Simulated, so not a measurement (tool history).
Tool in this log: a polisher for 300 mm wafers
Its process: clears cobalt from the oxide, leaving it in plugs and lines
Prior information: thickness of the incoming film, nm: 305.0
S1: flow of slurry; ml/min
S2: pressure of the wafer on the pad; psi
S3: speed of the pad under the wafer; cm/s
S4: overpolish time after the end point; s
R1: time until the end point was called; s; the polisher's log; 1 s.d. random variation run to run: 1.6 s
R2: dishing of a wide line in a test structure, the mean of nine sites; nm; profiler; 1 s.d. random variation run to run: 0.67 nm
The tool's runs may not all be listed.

run  hour   S1   S2   S3  S4      R1      R2
  1   0.0  315  1.4  106  18  100.06  35.812
  2   8.6  315  1.4   94  18  112.02  32.876
  3  12.5  315  1.4   94  23  114.88  38.716
  4  20.2  315  1.4   94  24  114.13  38.907
  5  25.6  315  1.4   94  16  112.14  31.284
  6  31.2  315  1.4   94  18  112.22  32.577

Run 7 comes next. What will it give?
  7  35.4  315  1.4  94  19   ?   ?

Run 7 produced R1 116.28 s, R2 34.984 nm.
